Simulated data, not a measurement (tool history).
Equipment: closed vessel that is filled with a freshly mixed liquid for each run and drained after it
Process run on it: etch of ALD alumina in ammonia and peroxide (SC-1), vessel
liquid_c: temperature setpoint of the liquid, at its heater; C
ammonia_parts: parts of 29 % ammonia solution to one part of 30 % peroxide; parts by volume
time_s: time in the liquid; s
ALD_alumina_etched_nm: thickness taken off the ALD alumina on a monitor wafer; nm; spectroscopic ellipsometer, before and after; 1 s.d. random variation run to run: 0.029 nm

run    day  liquid_c  ammonia_parts  time_s  ALD_alumina_etched_nm
  1      0        53           0.65     325                 14.298
  2  0.183        53           0.65     325                 14.076
  3  0.321      57.5           0.65     325                 18.009
  4   0.45      53.5           0.65     325                 14.541
  5  0.671      51.5           0.65     325                 12.971
  6  1.021        50           0.65     325                 12.033
  7  1.146        42           0.65     325                 7.6385

Run 8 comes next. What will it give?
  8  1.5      41.5           0.65     325                      ?

{"run 8": {"ALD_alumina_etched_nm": 7.4307}}

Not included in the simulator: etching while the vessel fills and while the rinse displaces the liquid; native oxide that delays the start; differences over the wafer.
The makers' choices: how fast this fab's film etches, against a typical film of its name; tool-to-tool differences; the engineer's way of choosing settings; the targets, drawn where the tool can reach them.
